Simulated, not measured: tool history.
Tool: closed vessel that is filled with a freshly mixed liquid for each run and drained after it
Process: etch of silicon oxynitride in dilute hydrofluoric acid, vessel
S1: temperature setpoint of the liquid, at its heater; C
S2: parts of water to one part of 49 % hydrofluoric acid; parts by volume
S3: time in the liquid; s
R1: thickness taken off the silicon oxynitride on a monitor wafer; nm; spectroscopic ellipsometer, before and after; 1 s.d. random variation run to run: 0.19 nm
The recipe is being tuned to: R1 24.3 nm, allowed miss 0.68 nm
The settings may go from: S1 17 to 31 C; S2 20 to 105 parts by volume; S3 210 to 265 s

| run | hour | S1 | S2 | S3 | R1 |
|---|---|---|---|---|---|
| 1 | 0 | 23 | 55 | 265 | 20.202 |
| 2 | 6.9 | 20.5 | 55 | 265 | 17.432 |
| 3 | 15.5 | 20.5 | 55 | 265 | 17.637 |
| 4 | 20.5 | 17 | 55 | 265 | 14.705 |
| 5 | 29.1 | 17 | 35 | 265 | 23.524 |
| 6 | 31.2 | 17 | 50 | 265 | 16.04 |
| 7 | 34.1 | 18 | 50 | 265 | 17.081 |
| 8 | 43 | 19 | 50 | 265 | 17.892 |
| 9 | 46.1 | 20 | 50 | 265 | 19.21 |
| 10 | 47.8 | 20.5 | 50 | 265 | 19.441 |
| 11 | 50.3 | 21 | 50 | 265 | 19.91 |
| 12 | 51.5 | 21.5 | 50 | 265 | 20.613 |
| 13 | 52.5 | 22 | 50 | 265 | 20.632 |
|  | 55.5 | thermometer replaced |
| 14 | 55.5 | 22.5 | 50 | 265 | 22.823 |
| 15 | 57.7 | 23 | 50 | 265 | 23.413 |

Consider the 4 candidate settings below. Which is the only one whose results all fall within their allowed miss of target?
| A | 59.9 | 31 | 65 | 245 | ? |
| B | 59.9 | 23.5 | 50 | 245 | ? |
| C | 59.9 | 26 | 55 | 250 | ? |
| D | 59.9 | 23 | 50 | 255 | ? |

| move | R1 |
|---|---|
| A | 23.963 |
| B | 22.157 |
| C | 23.101 |
| D | 22.503 |
A: every result within its allowed miss
B: misses by more than the last run did
C: misses by more than the last run did
D: misses by more than the last run did
The move that meets every target is A.
